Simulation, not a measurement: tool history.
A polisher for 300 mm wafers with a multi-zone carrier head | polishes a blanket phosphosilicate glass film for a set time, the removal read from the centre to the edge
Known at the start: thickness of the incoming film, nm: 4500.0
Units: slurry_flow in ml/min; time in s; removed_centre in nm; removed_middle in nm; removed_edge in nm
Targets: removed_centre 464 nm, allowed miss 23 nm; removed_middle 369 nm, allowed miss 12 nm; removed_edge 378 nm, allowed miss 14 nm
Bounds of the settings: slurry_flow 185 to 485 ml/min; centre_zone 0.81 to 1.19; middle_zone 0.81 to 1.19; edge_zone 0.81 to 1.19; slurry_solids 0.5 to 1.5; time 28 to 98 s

run	hour	slurry_flow	centre_zone	middle_zone	edge_zone	slurry_solids	time	removed_centre	removed_middle	removed_edge
1	0	310	1	1	1	1	63	498.8	505.97	503.11
2	4.7	310	1.03	0.98	0.97	0.9	63	480.73	467.26	467.71
3	13.1	310	1.03	0.98	0.97	0.9	70	521.95	523.67	510.21
4	14.3	310	1.03	0.98	0.97	0.8	70	506.7	493.85	496.07
5	18	310	1.06	0.96	0.94	0.75	70	494.66	463.78	459.97
6	25.1	310	1.07	0.93	0.91	0.75	70	502.22	456.85	452.04
7	33.7	310	1.07	0.93	0.91	0.75	70	510.5	447.24	462.1
8	34.4	310	1.08	0.93	0.89	0.7	70	481.25	436.35	430.19
9	36.2	295	1.17	0.83	0.84	0.6	69	468.48	355.11	375.32

Which of these 4 next moves meets every target?
A	38	280	1.01	0.82	0.87	0.55	71	?	?	?
B	38	285	1.16	0.82	0.89	0.55	71	?	?	?
C	38	310	1.17	0.89	0.89	0.75	59	?	?	?
D	38	215	1.04	1.04	0.81	0.5	76	?	?	?

move	removed_centre	removed_middle	removed_edge
A	401.16	341	373.95
B	462.17	341.37	378.38
C	469.33	367.1	379.27
D	401.42	404.68	354.64
A: further off than the last run
B: further off than the last run
C: meets every target
D: takes the result that was furthest off past its target
Answer: C
